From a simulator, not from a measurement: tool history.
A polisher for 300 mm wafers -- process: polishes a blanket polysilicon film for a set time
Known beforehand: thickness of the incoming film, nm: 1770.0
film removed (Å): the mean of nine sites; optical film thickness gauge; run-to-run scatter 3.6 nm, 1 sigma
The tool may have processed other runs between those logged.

run	hour	flow of slurry (ml/min)	pressure of the wafer on the pad (psi)	speed of the pad under the wafer (m/s)	polishing time (s)	film removed (Å)
1	0.0	120	2.5	1.06	97	8141.8
2	4.1	120	2.9	1.06	97	9315.9
3	6.8	115	2.7	1.06	97	8680.1
4	8.4	115	2.5	1.06	97	8061.0
5	15.7	115	2.5	1.22	97	8947.4
6	18.8	110	2.3	1.22	97	8282.4

Expected results for the next run?
7	22.5	105	2.1	1.22	97	?

film removed (Å): 7501.1

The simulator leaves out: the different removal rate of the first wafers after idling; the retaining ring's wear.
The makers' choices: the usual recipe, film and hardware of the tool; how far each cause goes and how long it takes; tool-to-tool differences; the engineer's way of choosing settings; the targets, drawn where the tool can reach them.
